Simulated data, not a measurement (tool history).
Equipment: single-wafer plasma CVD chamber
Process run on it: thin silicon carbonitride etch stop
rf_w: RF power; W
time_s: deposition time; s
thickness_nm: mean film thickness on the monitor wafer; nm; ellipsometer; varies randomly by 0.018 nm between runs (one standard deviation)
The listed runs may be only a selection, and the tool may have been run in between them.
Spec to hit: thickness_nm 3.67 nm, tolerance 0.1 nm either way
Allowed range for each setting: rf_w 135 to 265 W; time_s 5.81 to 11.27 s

run,hour,rf_w,time_s,thickness_nm
1,0,200,8.54,4.7333
2,8.5,200,9.33,5.1633
3,15.6,185,8.45,4.5947
4,23.1,165,8.45,4.4939
5,24.2,140,8.45,4.39
6,26.1,140,8.01,4.1518
7,26.9,140,7.67,3.9492
8,32.7,140,7.49,3.8876

Next run, 4 choices. One meets every target within its allowed miss, the rest don't. Which?
A,38.5,135,7.7,?
B,38.5,135,7.08,?
C,38.5,135,8,?
D,38.5,155,7.53,?

move,thickness_nm
A,3.9658
B,3.6464
C,4.1203
D,3.9628
A: moves away from the targets compared with the last run
B: hits every target within its allowed miss
C: moves away from the targets compared with the last run
D: moves away from the targets compared with the last run
The move that meets every target is B.

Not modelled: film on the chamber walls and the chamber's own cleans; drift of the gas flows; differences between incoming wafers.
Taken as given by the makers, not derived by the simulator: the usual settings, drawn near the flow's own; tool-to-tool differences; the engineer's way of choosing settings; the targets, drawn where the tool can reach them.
